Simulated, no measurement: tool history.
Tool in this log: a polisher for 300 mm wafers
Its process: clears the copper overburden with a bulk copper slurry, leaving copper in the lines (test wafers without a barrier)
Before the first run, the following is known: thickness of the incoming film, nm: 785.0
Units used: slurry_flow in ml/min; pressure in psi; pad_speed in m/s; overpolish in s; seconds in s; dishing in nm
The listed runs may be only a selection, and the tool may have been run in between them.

| run | hour | slurry_flow | pressure | pad_speed | slurry_solids | overpolish | seconds | dishing |
|---|---|---|---|---|---|---|---|---|
| 1 | 0.0 | 260 | 2.5 | 1.00 | 1.0 | 9 | 113.730 | 46.619 |
| 2 | 0.9 | 260 | 2.5 | 1.20 | 1.0 | 9 | 95.249 | 54.060 |
| 3 | 3.7 | 260 | 2.5 | 0.96 | 1.0 | 9 | 115.820 | 45.900 |
| 4 | 7.0 | 260 | 2.3 | 0.96 | 1.0 | 8 | 126.300 | 36.788 |
| 5 | 8.5 | 260 | 2.2 | 0.96 | 1.0 | 8 | 132.110 | 36.781 |
| 6 | 16.8 | 260 | 2.2 | 0.96 | 1.0 | 11 | 132.760 | 48.204 |
| 7 | 17.8 | 265 | 2.1 | 0.96 | 1.0 | 10 | 138.650 | 41.855 |
| 8 | 18.6 | 265 | 2.0 | 0.96 | 1.0 | 9 | 142.910 | 37.470 |

What will run 9 give?
| 9 | 24.5 | 265 | 2.0 | 0.96 | 1.0 | 8 | ? | ? |

seconds: 144.300 s
dishing: 33.215 nm
